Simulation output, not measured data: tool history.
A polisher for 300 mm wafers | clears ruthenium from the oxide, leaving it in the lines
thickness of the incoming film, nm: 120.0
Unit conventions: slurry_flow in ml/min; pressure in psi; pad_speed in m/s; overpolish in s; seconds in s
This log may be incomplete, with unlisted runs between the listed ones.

{"run": 1, "hour": 0.0, "slurry_flow": 255, "pressure": 1.5, "pad_speed": 1.24, "overpolish": 14, "seconds": 96.263}
{"run": 2, "hour": 4.0, "slurry_flow": 255, "pressure": 1.4, "pad_speed": 1.22, "overpolish": 14, "seconds": 100.53}
{"run": 3, "hour": 7.5, "slurry_flow": 255, "pressure": 1.4, "pad_speed": 1.22, "overpolish": 15, "seconds": 102.6}
{"run": 4, "hour": 11.2, "slurry_flow": 255, "pressure": 1.4, "pad_speed": 1.22, "overpolish": 15, "seconds": 100.85}
{"run": 5, "hour": 19.5, "slurry_flow": 205, "pressure": 1.4, "pad_speed": 1.22, "overpolish": 15, "seconds": 105.73}
{"run": 6, "hour": 24.7, "slurry_flow": 205, "pressure": 1.4, "pad_speed": 1.22, "overpolish": 14, "seconds": 104.4}

Run 7 has not been measured yet. What should we expect?
{"run": 7, "hour": 29.9, "slurry_flow": 205, "pressure": 1.4, "pad_speed": 1.22, "overpolish": 14, "seconds": "?"}

seconds: 105.480 s

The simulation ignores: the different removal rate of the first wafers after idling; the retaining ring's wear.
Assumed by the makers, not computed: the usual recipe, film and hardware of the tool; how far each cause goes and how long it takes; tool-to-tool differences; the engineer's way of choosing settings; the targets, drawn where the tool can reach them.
